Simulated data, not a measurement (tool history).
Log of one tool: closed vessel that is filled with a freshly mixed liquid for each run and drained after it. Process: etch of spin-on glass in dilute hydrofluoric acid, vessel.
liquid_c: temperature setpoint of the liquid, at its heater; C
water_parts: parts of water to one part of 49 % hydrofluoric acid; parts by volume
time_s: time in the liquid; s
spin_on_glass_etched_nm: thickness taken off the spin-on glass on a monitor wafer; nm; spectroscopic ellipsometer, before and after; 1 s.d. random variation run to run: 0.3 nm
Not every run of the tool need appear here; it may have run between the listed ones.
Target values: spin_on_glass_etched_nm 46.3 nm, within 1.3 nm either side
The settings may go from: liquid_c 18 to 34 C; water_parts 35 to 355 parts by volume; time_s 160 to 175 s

run,hour,liquid_c,water_parts,time_s,spin_on_glass_etched_nm
1,0,26,195,160,31.797
2,8.9,26,195,160,31.691
3,17,26,240,160,24.458
4,24.3,29,240,160,26.947
5,33.1,26,240,160,24.555
6,38.8,26,200,160,30.619
7,41.6,27.5,195,160,33.743
8,44.3,28.5,190,160,35.57
9,52,29.5,185,160,38.424

Which of these 5 next moves meets every target?
A,59.7,31,190,175,?
B,59.7,29.5,220,160,?
C,59.7,27.5,205,160,?
D,59.7,30.5,170,170,?
E,59.7,30.5,160,175,?

move,spin_on_glass_etched_nm
A,42.919
B,31.025
C,31.605
D,46.981
E,52.057
A: nearer the targets than the last run, but a result is still out of spec
B: lands further from the targets than the last run did
C: lands further from the targets than the last run did
D: every result within its allowed miss
E: takes the biggest miss from the last run beyond its target
So the answer is move D, the one that meets all the targets.

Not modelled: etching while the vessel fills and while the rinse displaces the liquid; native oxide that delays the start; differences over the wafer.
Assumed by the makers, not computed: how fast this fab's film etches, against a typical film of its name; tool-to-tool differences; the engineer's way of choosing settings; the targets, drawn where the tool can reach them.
